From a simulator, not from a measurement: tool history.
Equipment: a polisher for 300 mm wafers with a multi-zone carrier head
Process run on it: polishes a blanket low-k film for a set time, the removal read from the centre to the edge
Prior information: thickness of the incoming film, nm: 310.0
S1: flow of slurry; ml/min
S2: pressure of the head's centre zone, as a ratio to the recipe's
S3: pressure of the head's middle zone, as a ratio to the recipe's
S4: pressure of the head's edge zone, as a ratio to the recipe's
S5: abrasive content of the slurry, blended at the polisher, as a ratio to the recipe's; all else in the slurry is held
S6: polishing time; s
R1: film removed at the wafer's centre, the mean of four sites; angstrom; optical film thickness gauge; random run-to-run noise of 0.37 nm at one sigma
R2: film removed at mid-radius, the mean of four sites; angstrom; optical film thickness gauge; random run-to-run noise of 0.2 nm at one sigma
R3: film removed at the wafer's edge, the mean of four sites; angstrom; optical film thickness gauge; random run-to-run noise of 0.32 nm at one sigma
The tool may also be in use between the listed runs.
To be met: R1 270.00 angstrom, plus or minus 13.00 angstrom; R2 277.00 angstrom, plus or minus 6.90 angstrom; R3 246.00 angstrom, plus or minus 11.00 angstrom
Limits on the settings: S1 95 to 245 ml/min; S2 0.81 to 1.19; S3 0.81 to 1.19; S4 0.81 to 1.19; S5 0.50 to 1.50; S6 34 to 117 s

run    day   S1    S2    S3    S4    S5  S6      R1      R2      R3
  1  0.000  155  1.00  1.00  1.00  1.00  75  324.41  326.10  332.58
  2  0.062  115  1.00  1.00  1.00  1.00  75  296.60  308.59  310.52
  3  0.325  115  0.95  1.00  1.00  1.00  75  287.16  305.75  314.84
  4  0.638  135  0.95  1.00  1.00  1.00  75  291.63  315.18  320.87
  5  0.804  130  0.97  1.01  0.95  0.95  75  289.80  312.73  302.65
  6  1.125  125  0.99  1.00  0.92  0.90  75  299.59  300.51  292.72
  7  1.308  130  0.96  1.07  0.82  0.65  74  242.96  272.99  232.90
  8  1.467  135  0.97  1.06  0.83  0.65  74  252.52  267.57  244.91
  9  1.738  140  0.98  1.07  0.83  0.65  74  252.02  272.90  240.30
 10  1.825  145  0.99  1.07  0.83  0.65  74  257.46  274.26  247.33
 11  2.125  145  1.00  1.08  0.82  0.65  74  257.86  279.45  239.40

Pick the move, out of 5, that brings all results within their allowed miss; only one does.
  A  2.425  125  1.13  1.13  0.81  0.55  78   ?   ?   ?
  B  2.425  155  1.05  1.05  0.84  0.60  78   ?   ?   ?
  C  2.425  190  0.99  1.10  0.91  0.55  75   ?   ?   ?
  D  2.425  180  1.02  1.09  0.81  0.55  81   ?   ?   ?
  E  2.425  175  0.92  1.11  0.91  0.75  65   ?   ?   ?

move      R1      R2      R3
   A  258.34  269.97  228.78
   B  264.86  276.43  250.71
   C  239.61  273.11  244.49
   D  263.35  290.31  249.16
   E  224.28  275.46  245.38
A: the worst result of the last run now meets its target, but another is out of spec
B: all results land within tolerance of their targets
C: moves away from the targets compared with the last run
D: the worst result of the last run now meets its target, but another is out of spec
E: moves away from the targets compared with the last run
Correct choice: B, which meets every target

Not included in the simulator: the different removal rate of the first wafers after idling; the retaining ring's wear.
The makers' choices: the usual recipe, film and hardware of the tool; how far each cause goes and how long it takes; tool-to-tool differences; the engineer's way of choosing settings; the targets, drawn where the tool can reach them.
